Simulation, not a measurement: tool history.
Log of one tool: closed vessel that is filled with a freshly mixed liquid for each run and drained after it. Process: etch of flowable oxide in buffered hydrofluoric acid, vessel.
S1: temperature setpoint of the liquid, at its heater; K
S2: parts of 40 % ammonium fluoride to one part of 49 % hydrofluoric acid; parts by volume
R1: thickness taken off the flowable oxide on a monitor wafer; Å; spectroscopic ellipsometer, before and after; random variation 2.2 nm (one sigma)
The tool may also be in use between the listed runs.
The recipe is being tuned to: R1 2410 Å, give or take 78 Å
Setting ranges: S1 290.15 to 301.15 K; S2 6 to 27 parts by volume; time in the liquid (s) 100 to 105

{"run": 1, "hour": 0.0, "S1": 293.15, "S2": 16.5, "time in the liquid (s)": 100, "R1": 1448.9}
{"run": 2, "hour": 2.0, "S1": 290.65, "S2": 16.5, "time in the liquid (s)": 100, "R1": 1269.5}
{"run": 3, "hour": 9.9, "S1": 290.65, "S2": 16.5, "time in the liquid (s)": 105, "R1": 1315.2}
{"run": 4, "hour": 12.3, "S1": 292.65, "S2": 16.5, "time in the liquid (s)": 105, "R1": 1485.8}
{"run": 5, "hour": 18.4, "S1": 290.65, "S2": 16.5, "time in the liquid (s)": 105, "R1": 1338.1}
{"run": 6, "hour": 25.5, "S1": 290.65, "S2": 15, "time in the liquid (s)": 105, "R1": 1464.5}
{"run": 7, "hour": 29.0, "S1": 292.65, "S2": 15, "time in the liquid (s)": 105, "R1": 1623.3}
{"run": 8, "hour": 36.4, "S1": 294.15, "S2": 15, "time in the liquid (s)": 105, "R1": 1787.4}
{"run": 9, "hour": 43.4, "S1": 295.15, "S2": 15, "time in the liquid (s)": 105, "R1": 1854.4}

Pick the move, out of 5, that brings all results within their allowed miss; only one does.
{"run": "A", "hour": 50.4, "S1": 296.15, "S2": 11.5, "time in the liquid (s)": 105, "R1": "?"}
{"run": "B", "hour": 50.4, "S1": 295.65, "S2": 14.5, "time in the liquid (s)": 105, "R1": "?"}
{"run": "C", "hour": 50.4, "S1": 297.15, "S2": 11.5, "time in the liquid (s)": 105, "R1": "?"}
{"run": "D", "hour": 50.4, "S1": 297.65, "S2": 12, "time in the liquid (s)": 105, "R1": "?"}
{"run": "E", "hour": 50.4, "S1": 296.65, "S2": 12, "time in the liquid (s)": 100, "R1": "?"}

move=A R1=2546.5
move=B R1=1975.1
move=C R1=2689.8
move=D R1=2651.6
move=E R1=2391.2
A: moves the result that the last run missed by most past its target, out the other side
B: closes in on the targets versus the last run, not all within tolerance yet
C: moves the result that the last run missed by most past its target, out the other side
D: moves the result that the last run missed by most past its target, out the other side
E: all results in spec
E is the move that brings every result within its allowed miss.
